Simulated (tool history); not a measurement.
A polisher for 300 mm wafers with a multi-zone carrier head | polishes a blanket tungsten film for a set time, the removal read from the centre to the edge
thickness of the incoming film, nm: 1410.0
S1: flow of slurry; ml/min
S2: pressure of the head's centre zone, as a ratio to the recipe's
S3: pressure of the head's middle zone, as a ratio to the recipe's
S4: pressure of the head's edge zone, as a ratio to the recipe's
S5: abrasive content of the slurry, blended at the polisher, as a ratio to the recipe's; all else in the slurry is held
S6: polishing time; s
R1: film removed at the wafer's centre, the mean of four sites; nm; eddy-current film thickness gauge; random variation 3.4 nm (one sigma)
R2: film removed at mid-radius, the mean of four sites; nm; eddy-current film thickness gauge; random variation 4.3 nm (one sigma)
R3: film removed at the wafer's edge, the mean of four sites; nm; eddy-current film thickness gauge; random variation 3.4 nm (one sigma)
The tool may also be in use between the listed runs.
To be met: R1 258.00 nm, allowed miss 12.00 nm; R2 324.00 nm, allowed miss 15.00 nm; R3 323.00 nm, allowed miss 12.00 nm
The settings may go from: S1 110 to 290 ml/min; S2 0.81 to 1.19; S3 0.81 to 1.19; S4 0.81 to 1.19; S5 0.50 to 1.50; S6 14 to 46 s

run 1 hour=0.0 | S1=185 S2=1.00 S3=1.00 S4=1.00 S5=1.00 S6=30 | R1=245.40 R2=243.38 R3=259.59
run 2 hour=6.7 | S1=190 S2=0.98 S3=1.03 S4=1.03 S5=1.10 S6=30 | R1=246.74 R2=258.19 R3=274.22
run 3 hour=13.5 | S1=190 S2=0.92 S3=1.03 S4=1.03 S5=1.10 S6=30 | R1=235.42 R2=264.03 R3=270.03
run 4 hour=17.9 | S1=190 S2=0.92 S3=1.03 S4=1.03 S5=1.10 S6=27 | R1=207.31 R2=233.45 R3=237.43
run 5 hour=24.6 | S1=195 S2=0.92 S3=1.06 S4=1.06 S5=1.20 S6=28 | R1=220.14 R2=254.77 R3=253.51
run 6 hour=32.4 | S1=195 S2=0.91 S3=1.06 S4=1.08 S5=1.25 S6=29 | R1=224.63 R2=257.92 R3=273.82
run 7 hour=34.0 | S1=200 S2=0.91 S3=1.08 S4=1.09 S5=1.30 S6=29 | R1=228.76 R2=271.23 R3=273.46
run 8 hour=40.1 | S1=205 S2=0.91 S3=1.09 S4=1.10 S5=1.35 S6=30 | R1=239.94 R2=289.62 R3=286.32
run 9 hour=46.9 | S1=205 S2=0.91 S3=1.09 S4=1.10 S5=1.35 S6=30 | R1=243.59 R2=281.53 R3=291.08

Which of these 5 next moves meets every target?
run A hour=53.7 | S1=155 S2=0.97 S3=0.86 S4=1.08 S5=1.30 S6=33 | R1=? R2=? R3=?
run B hour=53.7 | S1=165 S2=0.91 S3=1.18 S4=1.19 S5=1.40 S6=33 | R1=? R2=? R3=?
run C hour=53.7 | S1=145 S2=0.81 S3=1.10 S4=1.18 S5=1.20 S6=36 | R1=? R2=? R3=?
run D hour=53.7 | S1=185 S2=0.86 S3=0.88 S4=1.19 S5=1.50 S6=31 | R1=? R2=? R3=?
run E hour=53.7 | S1=225 S2=0.90 S3=1.15 S4=1.05 S5=1.40 S6=31 | R1=? R2=? R3=?

move=A R1=265.92 R2=244.80 R3=303.33
move=B R1=255.87 R2=327.09 R3=322.61
move=C R1=236.16 R2=320.79 R3=336.84
move=D R1=233.66 R2=246.79 R3=311.76
move=E R1=249.15 R2=313.58 R3=294.80
A: further off than the last run
B: meets every target
C: brings the result that was furthest off to its target, and leaves another outside
D: further off than the last run
E: brings the result that was furthest off to its target, and leaves another outside
Answer: B
